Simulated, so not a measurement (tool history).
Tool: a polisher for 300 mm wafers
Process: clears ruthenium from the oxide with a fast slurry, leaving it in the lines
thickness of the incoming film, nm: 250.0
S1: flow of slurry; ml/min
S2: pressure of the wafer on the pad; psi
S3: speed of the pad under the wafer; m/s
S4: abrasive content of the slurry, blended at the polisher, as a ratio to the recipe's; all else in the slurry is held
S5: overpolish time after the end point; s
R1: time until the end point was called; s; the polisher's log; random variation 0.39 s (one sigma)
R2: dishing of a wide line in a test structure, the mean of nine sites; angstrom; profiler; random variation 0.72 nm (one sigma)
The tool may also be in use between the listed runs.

{"run": 1, "hour": 0.0, "S1": 185, "S2": 2.1, "S3": 1.2, "S4": 1, "S5": 22, "R1": 84.313, "R2": 531.27}
{"run": 2, "hour": 6.4, "S1": 185, "S2": 2.1, "S3": 1.2, "S4": 0.85, "S5": 22, "R1": 87.259, "R2": 492.33}
{"run": 3, "hour": 13.4, "S1": 140, "S2": 2.1, "S3": 1.2, "S4": 0.85, "S5": 22, "R1": 91.405, "R2": 480.01}
{"run": 4, "hour": 22.3, "S1": 150, "S2": 2.3, "S3": 1.22, "S4": 0.85, "S5": 21, "R1": 80.56, "R2": 501.65}
{"run": 5, "hour": 23.7, "S1": 110, "S2": 2.3, "S3": 1.22, "S4": 0.85, "S5": 21, "R1": 84.696, "R2": 479.94}
{"run": 6, "hour": 26.1, "S1": 110, "S2": 2.7, "S3": 1.22, "S4": 0.85, "S5": 21, "R1": 73.444, "R2": 558.05}

The next listed run, before its measurement:
{"run": 7, "hour": 30.7, "S1": 125, "S2": 2.8, "S3": 1.26, "S4": 0.85, "S5": 20, "R1": "?", "R2": "?"}

R1: 67.268 s
R2: 575.78 angstrom
